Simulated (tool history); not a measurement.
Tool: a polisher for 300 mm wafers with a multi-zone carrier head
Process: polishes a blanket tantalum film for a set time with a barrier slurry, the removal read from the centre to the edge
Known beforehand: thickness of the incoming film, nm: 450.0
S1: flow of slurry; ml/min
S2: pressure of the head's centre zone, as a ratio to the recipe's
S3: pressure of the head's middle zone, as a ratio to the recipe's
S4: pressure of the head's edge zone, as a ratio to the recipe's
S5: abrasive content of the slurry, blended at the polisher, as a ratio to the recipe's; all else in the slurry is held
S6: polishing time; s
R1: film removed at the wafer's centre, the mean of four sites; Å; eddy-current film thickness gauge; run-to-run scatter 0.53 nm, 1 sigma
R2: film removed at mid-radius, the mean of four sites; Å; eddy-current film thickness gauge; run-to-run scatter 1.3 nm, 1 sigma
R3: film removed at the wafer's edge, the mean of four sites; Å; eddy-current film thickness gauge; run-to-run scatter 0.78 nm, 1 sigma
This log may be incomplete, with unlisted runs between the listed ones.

run	hour	S1	S2	S3	S4	S5	S6	R1	R2	R3
1	0	195	1	1	1	1	80	1081.4	1088.2	1085.1
2	1.6	195	1	1	1	0.9	80	1031.6	1029.4	1044.8
3	9.2	195	1	1	1	0.7	80	920.07	901.85	935.47
4	17.5	195	1	1	1	0.9	80	1027.5	1013.7	1026.9
5	24.5	185	0.97	1	0.98	0.9	80	979.63	1028.1	1029.4
6	27	180	0.96	0.99	0.96	0.9	80	975.7	1045	987.98
7	29.5	175	0.94	0.97	0.96	0.9	80	954.71	978.87	991.11
8	38.4	175	0.94	0.97	0.96	0.9	80	953.06	993.98	1002
9	44.6	170	0.92	0.97	0.95	0.9	80	929.63	968.26	996.07
10	51.6	165	0.91	0.97	0.94	0.9	80	923.66	993.89	990.82
11	59.1	140	0.82	0.91	0.89	0.75	80	731.28	857.4	884.18
12	64.6	140	0.82	0.91	0.89	0.75	80	743.73	877.71	881.1

What will run 13 give?
13	70.6	150	0.82	0.91	0.89	0.75	80	?	?	?

{"run 13": {"R1": 739.81, "R2": 870.01, "R3": 883.28}}
